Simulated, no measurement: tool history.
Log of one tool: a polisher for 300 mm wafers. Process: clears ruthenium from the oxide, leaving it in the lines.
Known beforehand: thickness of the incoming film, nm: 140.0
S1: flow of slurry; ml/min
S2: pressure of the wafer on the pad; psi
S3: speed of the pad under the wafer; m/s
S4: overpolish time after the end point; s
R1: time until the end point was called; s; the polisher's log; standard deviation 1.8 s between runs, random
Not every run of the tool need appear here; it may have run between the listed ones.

run	hour	S1	S2	S3	S4	R1
1	0	130	2.1	1.28	9	117.78
2	3.7	115	2.1	1.28	9	120.31
3	12	105	2.1	1.28	9	123.23
4	17.1	105	2	1.28	9	126.72
5	18.6	105	2	1.28	8	125.87
6	21.6	105	2	1.28	9	127.24
7	27.9	105	1.8	1.28	9	138.37
8	30.4	105	1.7	1.28	9	143.86

Predict the results of run 9:
9	33.1	105	1.6	1.28	9	?

R1: 151.99 s

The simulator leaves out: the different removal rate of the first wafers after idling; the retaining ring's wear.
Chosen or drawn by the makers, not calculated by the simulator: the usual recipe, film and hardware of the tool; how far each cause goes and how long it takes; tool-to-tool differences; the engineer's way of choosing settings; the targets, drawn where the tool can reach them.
